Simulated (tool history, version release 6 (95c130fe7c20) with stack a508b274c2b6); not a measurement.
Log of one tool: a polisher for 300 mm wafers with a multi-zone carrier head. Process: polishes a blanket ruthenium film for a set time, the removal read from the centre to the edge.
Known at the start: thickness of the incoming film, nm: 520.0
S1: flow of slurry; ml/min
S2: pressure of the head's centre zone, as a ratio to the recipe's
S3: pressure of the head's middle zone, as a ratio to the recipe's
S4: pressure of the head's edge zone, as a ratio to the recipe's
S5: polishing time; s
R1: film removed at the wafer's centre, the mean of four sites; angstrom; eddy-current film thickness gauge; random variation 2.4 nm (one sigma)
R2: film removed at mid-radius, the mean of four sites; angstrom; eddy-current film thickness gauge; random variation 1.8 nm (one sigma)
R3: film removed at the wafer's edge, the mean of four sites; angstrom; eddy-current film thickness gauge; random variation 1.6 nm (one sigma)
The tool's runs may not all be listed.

run  hour   S1    S2    S3    S4   S5      R1      R2      R3
  1     0  190     1     1     1   88    1643  1658.9  1690.8
  2   5.6  205  1.04     1  1.03   89  1748.1  1663.2  1764.9
  3   8.9  205  1.04     1  1.03  107  2088.2    2036    2130
  4  15.3  245  1.04     1  1.03  107  2151.1  2047.1  2134.2
  5    19  245  1.04  0.97     1  106  2119.4  1994.5  2086.2
  6  23.7  245  1.04  0.97     1   92  1857.5  1723.9  1835.6
  7  26.2  250  1.06  0.98  1.01   93  1887.4  1775.5  1883.2

The next listed run, before its measurement:
  8  35.2  255  1.08  0.98   1  93   ?   ?   ?

Run 8 gave R1 1935.1 angstrom, R2 1768.4 angstrom, R3 1864.1 angstrom.

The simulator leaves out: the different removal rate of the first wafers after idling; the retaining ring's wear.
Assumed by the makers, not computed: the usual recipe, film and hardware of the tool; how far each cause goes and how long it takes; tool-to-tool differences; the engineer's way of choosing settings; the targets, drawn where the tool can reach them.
